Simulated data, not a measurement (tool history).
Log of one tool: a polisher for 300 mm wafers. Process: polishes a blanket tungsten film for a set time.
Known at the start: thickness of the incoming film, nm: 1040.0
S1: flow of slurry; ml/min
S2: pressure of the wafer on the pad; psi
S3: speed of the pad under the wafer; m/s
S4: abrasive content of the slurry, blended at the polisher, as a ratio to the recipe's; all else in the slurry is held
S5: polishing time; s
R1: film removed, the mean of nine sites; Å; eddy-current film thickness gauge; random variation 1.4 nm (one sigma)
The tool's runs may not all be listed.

| run | hour | S1 | S2 | S3 | S4 | S5 | R1 |
|---|---|---|---|---|---|---|---|
| 1 | 0 | 265 | 3.8 | 0.82 | 1 | 77 | 2634 |
| 2 | 2.7 | 265 | 3.8 | 0.82 | 1.1 | 77 | 2691.8 |
| 3 | 10.7 | 265 | 4.5 | 0.82 | 1.1 | 77 | 3098.9 |
| 4 | 19.4 | 260 | 4.1 | 0.82 | 1.1 | 77 | 2863.4 |
| 5 | 27.5 | 260 | 3.8 | 0.82 | 1.1 | 77 | 2673.1 |
| 6 | 31.2 | 260 | 3.8 | 1.02 | 1.1 | 77 | 3349.2 |
| 7 | 32.1 | 255 | 3.3 | 1.02 | 1.1 | 77 | 3007.6 |
| 8 | 35.8 | 250 | 2.9 | 1.02 | 1.1 | 77 | 2699 |
| 9 | 41.6 | 245 | 2.7 | 1.02 | 1.1 | 77 | 2556.8 |
| 10 | 43.3 | 240 | 2.5 | 1.02 | 1.1 | 77 | 2401.7 |
| 11 | 44.7 | 230 | 2.4 | 1.02 | 1.1 | 77 | 2351.1 |
| 12 | 49.1 | 225 | 2.3 | 1.02 | 1.1 | 77 | 2253.5 |
| 13 | 55.7 | 215 | 2.3 | 1.02 | 1.1 | 77 | 2259 |

The next listed run, before its measurement:
| 14 | 56.5 | 210 | 2.2 | 1.02 | 1.1 | 77 | ? |

R1: 2204.3 Å
